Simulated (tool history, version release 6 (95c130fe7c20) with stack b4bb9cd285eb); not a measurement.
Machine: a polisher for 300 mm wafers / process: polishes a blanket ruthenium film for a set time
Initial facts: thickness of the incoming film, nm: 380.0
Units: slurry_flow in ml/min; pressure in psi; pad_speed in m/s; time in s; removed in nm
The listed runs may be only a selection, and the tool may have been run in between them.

run 1 day=0.000 | slurry_flow=245 pressure=1.6 pad_speed=0.78 time=75 | removed=54.052
run 2 day=0.200 | slurry_flow=245 pressure=1.6 pad_speed=0.78 time=79 | removed=58.266
run 3 day=0.275 | slurry_flow=245 pressure=1.5 pad_speed=0.78 time=79 | removed=53.915
run 4 day=0.442 | slurry_flow=245 pressure=1.4 pad_speed=0.78 time=79 | removed=51.342
run 5 day=0.700 | slurry_flow=245 pressure=1.4 pad_speed=0.94 time=79 | removed=60.242
run 6 day=0.821 | slurry_flow=245 pressure=1.3 pad_speed=0.94 time=79 | removed=57.155
run 7 day=0.867 | slurry_flow=245 pressure=1.3 pad_speed=0.94 time=79 | removed=57.324
run 8 day=0.996 | slurry_flow=245 pressure=1.2 pad_speed=0.94 time=79 | removed=54.646

Run 9 is up next; what results do you expect?
run 9 day=1.296 | slurry_flow=245 pressure=0.7 pad_speed=0.90 time=79 | removed=?

{"run 9": {"removed": 33.977}}

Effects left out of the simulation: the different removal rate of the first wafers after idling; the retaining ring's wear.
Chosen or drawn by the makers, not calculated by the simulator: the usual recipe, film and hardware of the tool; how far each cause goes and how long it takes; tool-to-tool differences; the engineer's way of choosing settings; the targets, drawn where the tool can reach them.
